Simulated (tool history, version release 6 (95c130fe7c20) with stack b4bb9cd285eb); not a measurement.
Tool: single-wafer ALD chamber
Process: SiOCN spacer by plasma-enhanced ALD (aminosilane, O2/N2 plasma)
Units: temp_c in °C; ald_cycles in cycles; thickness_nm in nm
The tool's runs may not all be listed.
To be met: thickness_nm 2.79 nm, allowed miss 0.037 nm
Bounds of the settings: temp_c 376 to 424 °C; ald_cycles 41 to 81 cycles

run  hour  temp_c  ald_cycles  thickness_nm
  1     0     400          61        3.7428
  2   6.6     400          69        4.2092
  3  11.5     400          66        4.0265
  4    19     400          58        3.5473
  5  23.7     400          66         4.029
  6  24.7     402          60        3.6586
  7  31.5     403          56        3.3892
  8  39.5     403          56        3.3886
  9  44.3     410          46        2.7406
 10  50.2     409          46        2.7525

4 next moves are on the table. One of them brings every result within its allowed miss. Which?
  A  56.1     412          49             ?
  B  56.1     396          45             ?
  C  56.1     411          49             ?
  D  56.1     410          48             ?

move  thickness_nm
   A        2.9001
   B        2.7812
   C        2.9081
   D        2.8566
A: takes the result that was furthest off past its target
B: meets every target
C: takes the result that was furthest off past its target
D: takes the result that was furthest off past its target
Move B is the one to make.

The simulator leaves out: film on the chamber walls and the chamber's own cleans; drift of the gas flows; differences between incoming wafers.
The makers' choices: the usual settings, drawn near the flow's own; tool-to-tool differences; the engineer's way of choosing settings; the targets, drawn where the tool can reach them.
